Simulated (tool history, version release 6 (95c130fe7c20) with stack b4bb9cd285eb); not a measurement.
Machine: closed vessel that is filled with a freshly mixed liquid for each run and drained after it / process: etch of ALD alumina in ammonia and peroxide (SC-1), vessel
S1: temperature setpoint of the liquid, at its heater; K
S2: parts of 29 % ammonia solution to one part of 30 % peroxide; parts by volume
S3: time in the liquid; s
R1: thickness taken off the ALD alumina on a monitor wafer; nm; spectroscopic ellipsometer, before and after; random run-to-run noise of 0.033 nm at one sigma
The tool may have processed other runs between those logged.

run    day      S1    S2  S3      R1
  1  0.000  327.15  0.50  30  3.4323
  2  0.225  328.15  0.50  30  3.6341
  3  0.308  328.15  0.45  30  3.6196
  4  0.650  329.15  0.45  30  3.7828
  5  1.017  323.15  0.45  30  2.6994
  6  1.092  325.65  0.45  30  3.1247
  7  1.212  327.15  0.45  30  3.4053

Run 8, settings as shown, results not yet in. Your forecast:
  8  1.329  327.15  0.45  30   ?

{"run 8": {"R1": 3.3503}}

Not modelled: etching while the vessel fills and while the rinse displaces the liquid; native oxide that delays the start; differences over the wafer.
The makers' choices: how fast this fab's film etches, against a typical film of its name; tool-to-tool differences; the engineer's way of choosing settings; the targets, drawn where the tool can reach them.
